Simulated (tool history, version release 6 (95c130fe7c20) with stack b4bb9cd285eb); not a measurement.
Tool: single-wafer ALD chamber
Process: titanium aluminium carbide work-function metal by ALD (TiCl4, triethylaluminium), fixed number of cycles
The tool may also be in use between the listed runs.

run,hour,heater temperature setpoint (deg C),triethylaluminium pulse time (s),mean film thickness on the monitor wafer (nm)
1,0.0,305,9.82,2.0864
2,2.4,300,8.90,2.0049
3,6.2,300,10.98,2.0653
4,11.2,296,10.18,2.0361
5,11.8,296,8.15,1.9480
6,15.6,296,9.29,1.9884
7,22.6,293,8.59,1.9468

Forecast run 8:
8,26.7,291,7.99,?

{"run 8": {"mean film thickness on the monitor wafer (nm)": 1.8927}}

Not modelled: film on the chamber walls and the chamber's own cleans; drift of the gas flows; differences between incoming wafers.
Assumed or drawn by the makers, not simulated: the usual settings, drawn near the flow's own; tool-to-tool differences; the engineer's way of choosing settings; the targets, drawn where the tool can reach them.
